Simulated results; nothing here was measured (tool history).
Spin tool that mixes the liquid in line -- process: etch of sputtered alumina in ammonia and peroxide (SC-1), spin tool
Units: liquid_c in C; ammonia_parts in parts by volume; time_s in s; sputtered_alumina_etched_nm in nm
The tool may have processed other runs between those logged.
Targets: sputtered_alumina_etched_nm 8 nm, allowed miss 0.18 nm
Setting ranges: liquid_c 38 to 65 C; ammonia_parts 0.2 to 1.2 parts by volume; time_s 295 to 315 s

run,hour,liquid_c,ammonia_parts,time_s,sputtered_alumina_etched_nm
1,0,49,0.85,295,13.605
2,3.3,47,0.85,295,12.271
3,5.8,45.5,0.85,295,11.245
4,14.7,44,0.85,295,10.357
5,22.7,41,0.85,295,8.6653
6,30.4,41,0.85,315,9.1284
7,31.5,41,0.85,315,9.2998
8,36.6,40.5,0.85,315,8.9338
9,42.6,40,0.85,315,8.6743
10,48.4,39.5,0.85,315,8.4734
11,52.5,39,0.85,315,8.181

Which of these 4 next moves meets every target?
A,56.6,40,0.8,315,?
B,56.6,40,0.8,305,?
C,56.6,40.5,0.9,295,?
D,56.6,40,0.65,295,?

move,sputtered_alumina_etched_nm
A,8.6437
B,8.3693
C,8.4311
D,7.9361
A: moves away from the targets compared with the last run
B: moves away from the targets compared with the last run
C: moves away from the targets compared with the last run
D: in spec on every target
D meets every target.

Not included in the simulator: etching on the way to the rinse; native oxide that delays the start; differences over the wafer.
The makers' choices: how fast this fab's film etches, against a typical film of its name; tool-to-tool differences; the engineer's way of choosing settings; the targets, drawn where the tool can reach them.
